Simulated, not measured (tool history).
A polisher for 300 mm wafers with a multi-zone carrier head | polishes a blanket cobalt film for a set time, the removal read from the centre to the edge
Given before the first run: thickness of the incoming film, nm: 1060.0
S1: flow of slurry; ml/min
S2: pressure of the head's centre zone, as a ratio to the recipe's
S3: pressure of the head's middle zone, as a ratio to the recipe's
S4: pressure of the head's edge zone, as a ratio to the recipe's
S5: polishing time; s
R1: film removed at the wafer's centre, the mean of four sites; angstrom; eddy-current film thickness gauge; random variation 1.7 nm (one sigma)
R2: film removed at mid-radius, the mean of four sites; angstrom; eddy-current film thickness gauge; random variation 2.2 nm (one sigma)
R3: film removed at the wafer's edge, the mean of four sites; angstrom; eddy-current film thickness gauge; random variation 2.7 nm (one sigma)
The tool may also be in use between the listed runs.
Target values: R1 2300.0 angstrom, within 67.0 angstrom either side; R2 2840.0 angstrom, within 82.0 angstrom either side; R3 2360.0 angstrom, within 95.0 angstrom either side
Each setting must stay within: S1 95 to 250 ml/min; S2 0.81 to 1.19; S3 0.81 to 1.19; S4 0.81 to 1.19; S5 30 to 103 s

Run 1, day 0.000: S1 160 ml/min, S2 1.00, S3 1.00, S4 1.00, S5 66 s. Result: R1 3525.2 angstrom, R2 3557.9 angstrom, R3 3430.2 angstrom.
Run 2, day 0.075: S1 155 ml/min, S2 0.98, S3 1.01, S4 0.97, S5 63 s. Result: R1 3269.7 angstrom, R2 3419.7 angstrom, R3 3215.3 angstrom.
Run 3, day 0.417: S1 155 ml/min, S2 0.98, S3 1.01, S4 0.92, S5 63 s. Result: R1 3264.9 angstrom, R2 3418.7 angstrom, R3 3163.6 angstrom.
Run 4, day 0.625: S1 155 ml/min, S2 0.93, S3 1.01, S4 0.92, S5 63 s. Result: R1 3135.7 angstrom, R2 3392.8 angstrom, R3 3141.3 angstrom.
Run 5, day 0.829: S1 150 ml/min, S2 0.92, S3 1.02, S4 0.90, S5 61 s. Result: R1 3001.2 angstrom, R2 3311.6 angstrom, R3 3080.1 angstrom.
Run 6, day 1.012: S1 155 ml/min, S2 0.92, S3 1.04, S4 0.89, S5 58 s. Result: R1 2885.0 angstrom, R2 3225.6 angstrom, R3 2862.7 angstrom.
Run 7, day 1.042: S1 155 ml/min, S2 0.91, S3 1.05, S4 0.88, S5 56 s. Result: R1 2748.4 angstrom, R2 3149.9 angstrom, R3 2738.5 angstrom.
Run 8, day 1.088: S1 155 ml/min, S2 0.90, S3 1.05, S4 0.87, S5 55 s. Result: R1 2690.2 angstrom, R2 3066.2 angstrom, R3 2716.2 angstrom.
Run 9, day 1.200: S1 155 ml/min, S2 0.90, S3 1.05, S4 0.87, S5 55 s. Result: R1 2713.9 angstrom, R2 3112.3 angstrom, R3 2730.6 angstrom.
Run 10, day 1.412: S1 155 ml/min, S2 0.89, S3 1.06, S4 0.86, S5 54 s. Result: R1 2583.1 angstrom, R2 3032.6 angstrom, R3 2667.7 angstrom.
Run 11, day 1.758: S1 155 ml/min, S2 0.89, S3 1.07, S4 0.85, S5 53 s. Result: R1 2594.6 angstrom, R2 3005.2 angstrom, R3 2597.2 angstrom.
Run 12, day 1.921: S1 150 ml/min, S2 0.88, S3 1.08, S4 0.84, S5 52 s. Result: R1 2479.4 angstrom, R2 2979.9 angstrom, R3 2567.6 angstrom.
Run 13, day 2.046: S1 130 ml/min, S2 0.90, S3 1.12, S4 0.81, S5 47 s. Result: R1 2193.5 angstrom, R2 2702.4 angstrom, R3 2195.8 angstrom.
Run 14, day 2.283: S1 130 ml/min, S2 0.90, S3 1.12, S4 0.81, S5 47 s. Result: R1 2208.5 angstrom, R2 2718.0 angstrom, R3 2259.9 angstrom.
Run 15, day 2.604: S1 135 ml/min, S2 0.90, S3 1.12, S4 0.82, S5 47 s. Result: R1 2254.3 angstrom, R2 2690.5 angstrom, R3 2250.1 angstrom.
Run 16, day 2.867: S1 135 ml/min, S2 0.89, S3 1.12, S4 0.82, S5 47 s. Result: R1 2225.5 angstrom, R2 2688.7 angstrom, R3 2266.7 angstrom.
Run 17, day 3.021: S1 140 ml/min, S2 0.89, S3 1.12, S4 0.82, S5 47 s. Result: R1 2241.2 angstrom, R2 2740.5 angstrom, R3 2247.9 angstrom.

Consider the 4 candidate settings below. Which is the only one whose results all fall within their allowed miss of target?
Run A, day 3.175: S1 125 ml/min, S2 0.88, S3 1.12, S4 0.84, S5 50 s. Result: R1 ?, R2 ?, R3 ?.
Run B, day 3.175: S1 120 ml/min, S2 0.82, S3 1.16, S4 0.81, S5 48 s. Result: R1 ?, R2 ?, R3 ?.
Run C, day 3.175: S1 135 ml/min, S2 0.84, S3 1.06, S4 0.87, S5 49 s. Result: R1 ?, R2 ?, R3 ?.
Run D, day 3.175: S1 135 ml/min, S2 1.04, S3 1.14, S4 0.82, S5 44 s. Result: R1 ?, R2 ?, R3 ?.

move      R1      R2      R3
   A  2297.7  2889.0  2362.9
   B  2077.8  2838.8  2230.8
   C  2207.7  2737.1  2364.8
   D  2329.1  2613.8  2082.9
A: all results in spec
B: brings the last run's worst result on target, with another outside its allowed miss
C: moves away from the targets compared with the last run
D: moves away from the targets compared with the last run
A meets every target.
